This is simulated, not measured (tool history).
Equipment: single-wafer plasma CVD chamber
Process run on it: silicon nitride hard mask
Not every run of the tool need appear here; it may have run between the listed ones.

run,hour,heater temperature setpoint (deg C),chamber pressure (Torr),RF power (W),deposition time (s),mean film thickness on the monitor wafer (nm)
1,0,395,1.34,270,44.9,41.76
2,2.7,395,1.34,285,44.9,43.456
3,8.1,395,1.34,285,42.8,41.467
4,10,395,1.34,285,42.8,41.296
5,17.3,395,1.34,285,44.9,43.319
6,24.4,395,1.45,285,44.9,44.39
7,27.7,395,1.35,270,44.7,41.72
8,33.2,395,1.27,260,44.6,39.756
9,38.8,395,1.2,255,44.5,38.519
10,44.9,395,1.14,250,44.4,37.332
11,53.8,395,1.09,245,44.4,36.261
12,58.2,395,1.05,245,44.4,36.011
13,62.8,395,1.01,245,44.4,35.637

For run 14, what comes out?
14,66.6,395,0.83,235,44.3,?

{"run 14": {"mean film thickness on the monitor wafer (nm)": 32.75}}
